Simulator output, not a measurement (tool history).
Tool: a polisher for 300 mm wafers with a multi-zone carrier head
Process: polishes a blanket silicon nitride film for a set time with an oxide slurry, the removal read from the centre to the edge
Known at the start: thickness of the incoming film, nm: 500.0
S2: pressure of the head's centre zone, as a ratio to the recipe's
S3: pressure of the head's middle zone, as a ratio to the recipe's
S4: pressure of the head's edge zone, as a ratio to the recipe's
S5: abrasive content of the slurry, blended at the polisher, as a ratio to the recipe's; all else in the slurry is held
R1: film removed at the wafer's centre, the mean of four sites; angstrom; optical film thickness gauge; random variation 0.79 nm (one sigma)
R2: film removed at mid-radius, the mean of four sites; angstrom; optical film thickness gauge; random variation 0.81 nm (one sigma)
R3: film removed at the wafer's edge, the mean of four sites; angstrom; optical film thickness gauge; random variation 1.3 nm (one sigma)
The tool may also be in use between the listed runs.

run 1 day=0.000 | flow_of_slurry_(ml/min)=160 S2=1.00 S3=1.00 S4=1.00 S5=1.00 polishing_time_(s)=83 | R1=593.41 R2=587.37 R3=580.18
run 2 day=0.246 | flow_of_slurry_(ml/min)=135 S2=1.00 S3=1.00 S4=1.00 S5=1.00 polishing_time_(s)=83 | R1=570.68 R2=559.65 R3=577.99
run 3 day=0.475 | flow_of_slurry_(ml/min)=135 S2=1.00 S3=1.00 S4=0.93 S5=1.00 polishing_time_(s)=83 | R1=575.39 R2=577.71 R3=553.02
run 4 day=0.646 | flow_of_slurry_(ml/min)=140 S2=0.98 S3=1.03 S4=0.97 S5=1.10 polishing_time_(s)=86 | R1=616.53 R2=626.87 R3=605.33
run 5 day=0.783 | flow_of_slurry_(ml/min)=145 S2=0.95 S3=1.06 S4=1.00 S5=1.15 polishing_time_(s)=89 | R1=620.03 R2=693.86 R3=664.05
run 6 day=1.062 | flow_of_slurry_(ml/min)=150 S2=0.95 S3=1.08 S4=1.03 S5=1.20 polishing_time_(s)=90 | R1=653.07 R2=725.14 R3=693.44

Forecast run 7:
run 7 day=1.092 | flow_of_slurry_(ml/min)=155 S2=0.94 S3=1.09 S4=1.05 S5=1.25 polishing_time_(s)=92 | R1=? R2=? R3=?

R1: 671.98 angstrom
R2: 766.25 angstrom
R3: 732.44 angstrom

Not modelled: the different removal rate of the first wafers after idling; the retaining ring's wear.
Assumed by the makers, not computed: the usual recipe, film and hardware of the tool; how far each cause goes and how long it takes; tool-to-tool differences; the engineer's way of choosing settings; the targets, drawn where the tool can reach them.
